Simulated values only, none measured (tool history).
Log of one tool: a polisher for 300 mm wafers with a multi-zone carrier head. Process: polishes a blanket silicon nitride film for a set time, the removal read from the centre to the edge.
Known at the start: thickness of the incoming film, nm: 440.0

run	hour	flow of slurry (ml/min)	pressure of the head's centre zone	pressure of the head's middle zone	pressure of the head's edge zone	polishing time (s)	film removed at the wafer's centre (nm)	film removed at mid-radius (nm)	film removed at the wafer's edge (nm)
1	0	140	1	1	1	65	101.22	103.04	100.88
2	4.2	140	1	1	1.08	65	101.05	102.18	105.57
3	9.1	130	0.99	0.96	1.06	63	93.853	95.98	98.692
4	17.7	125	1	0.92	1.07	60	89.906	86.127	93.707
5	23.5	120	1	0.89	1.06	59	86.428	80.878	91.261
6	25.4	120	1	0.93	1.06	59	87.099	84.179	91.843
7	28.3	115	1	0.91	1.04	59	85.638	82.047	89.208
8	30.4	110	1	0.89	1.03	59	84.207	80.247	89.702

Forecast run 9:
9	31.6	105	1.01	0.88	1.01	58	?	?	?

Run 9 gave film removed at the wafer's centre (nm) 83.374, film removed at mid-radius (nm) 75.805, film removed at the wafer's edge (nm) 86.533.
